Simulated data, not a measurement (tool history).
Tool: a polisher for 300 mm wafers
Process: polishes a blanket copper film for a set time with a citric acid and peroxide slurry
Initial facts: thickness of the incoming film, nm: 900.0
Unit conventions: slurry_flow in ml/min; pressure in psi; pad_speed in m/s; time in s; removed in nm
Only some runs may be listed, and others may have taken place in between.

run    day  slurry_flow  pressure  pad_speed  slurry_solids  time  removed
  1  0.000          320       3.7       0.90            1.0    57  115.900
  2  0.025          320       3.4       0.86            1.0    57  102.080
  3  0.171          350       3.4       0.86            1.0    57  103.310
  4  0.250          430       3.4       0.86            1.0    57  103.880
  5  0.625          430       4.2       0.86            1.0    57  128.650
  6  0.962          430       3.4       0.86            1.0    57  105.760

Expected results for the next run?
  7  1.092          425       3.1       0.82            1.0    57        ?

removed: 92.665 nm

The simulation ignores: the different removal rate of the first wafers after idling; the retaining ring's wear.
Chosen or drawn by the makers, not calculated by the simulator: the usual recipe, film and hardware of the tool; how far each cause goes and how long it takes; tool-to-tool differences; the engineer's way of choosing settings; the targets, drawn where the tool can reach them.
